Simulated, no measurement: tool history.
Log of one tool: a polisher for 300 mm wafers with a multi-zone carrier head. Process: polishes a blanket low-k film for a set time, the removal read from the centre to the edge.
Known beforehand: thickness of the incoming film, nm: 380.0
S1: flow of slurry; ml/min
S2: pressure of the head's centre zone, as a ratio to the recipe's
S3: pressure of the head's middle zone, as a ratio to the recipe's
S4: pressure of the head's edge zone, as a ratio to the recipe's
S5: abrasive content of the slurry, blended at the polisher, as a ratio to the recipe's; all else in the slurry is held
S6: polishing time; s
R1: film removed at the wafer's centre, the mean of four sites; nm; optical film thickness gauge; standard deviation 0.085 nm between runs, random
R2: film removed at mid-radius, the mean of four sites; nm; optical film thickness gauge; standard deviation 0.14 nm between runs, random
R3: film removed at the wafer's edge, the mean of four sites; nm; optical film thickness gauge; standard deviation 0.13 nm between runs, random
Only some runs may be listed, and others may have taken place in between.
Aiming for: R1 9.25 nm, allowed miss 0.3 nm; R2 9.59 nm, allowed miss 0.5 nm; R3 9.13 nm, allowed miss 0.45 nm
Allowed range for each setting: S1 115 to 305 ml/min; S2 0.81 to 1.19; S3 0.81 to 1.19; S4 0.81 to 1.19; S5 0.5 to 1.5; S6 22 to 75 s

run 1 hour=0 | S1=195 S2=1 S3=1 S4=1 S5=1 S6=48 | R1=16.597 R2=16.941 R3=17.188
run 2 hour=7.9 | S1=195 S2=0.99 S3=1 S4=0.96 S5=0.85 S6=43 | R1=13.335 R2=13.789 R3=13.288
run 3 hour=16.2 | S1=230 S2=0.99 S3=1 S4=0.96 S5=0.85 S6=43 | R1=13.589 R2=14.078 R3=13.787
run 4 hour=21.2 | S1=215 S2=0.96 S3=0.96 S4=0.91 S5=0.75 S6=42 | R1=11.87 R2=12.252 R3=12.106
run 5 hour=26.5 | S1=215 S2=0.96 S3=0.96 S4=0.91 S5=0.9 S6=42 | R1=13.319 R2=13.629 R3=13.567
run 6 hour=35.5 | S1=200 S2=0.95 S3=0.95 S4=0.88 S5=0.75 S6=42 | R1=11.626 R2=12.112 R3=11.741
run 7 hour=37 | S1=185 S2=0.94 S3=0.93 S4=0.86 S5=0.65 S6=42 | R1=10.247 R2=10.609 R3=10.427
run 8 hour=38.6 | S1=185 S2=0.94 S3=0.93 S4=0.86 S5=0.65 S6=42 | R1=10.369 R2=10.705 R3=10.62
run 9 hour=43.4 | S1=170 S2=0.94 S3=0.93 S4=0.84 S5=0.6 S6=42 | R1=9.4573 R2=9.3993 R3=9.7274
run 10 hour=45 | S1=175 S2=0.95 S3=0.97 S4=0.83 S5=0.6 S6=42 | R1=9.6391 R2=10.076 R3=9.696

Below are 4 possible settings for the next run. Only one of them brings all results inside the allowed miss of their targets. Which is it?
run A hour=46.6 | S1=220 S2=0.92 S3=1.05 S4=0.81 S5=0.6 S6=43 | R1=? R2=? R3=?
run B hour=46.6 | S1=155 S2=0.97 S3=0.97 S4=0.86 S5=0.6 S6=44 | R1=? R2=? R3=?
run C hour=46.6 | S1=180 S2=0.96 S3=0.98 S4=0.82 S5=0.5 S6=46 | R1=? R2=? R3=?
run D hour=46.6 | S1=205 S2=1.13 S3=0.96 S4=0.81 S5=0.7 S6=32 | R1=? R2=? R3=?

move=A R1=9.9741 R2=11.567 R3=9.8582
move=B R1=10.08 R2=10.44 R3=9.8933
move=C R1=9.1811 R2=9.6594 R3=8.847
move=D R1=10.131 R2=8.8656 R3=8.1901
A: further off than the last run
B: further off than the last run
C: every result lands within tolerance
D: further off than the last run
Go with C: it meets all targets.
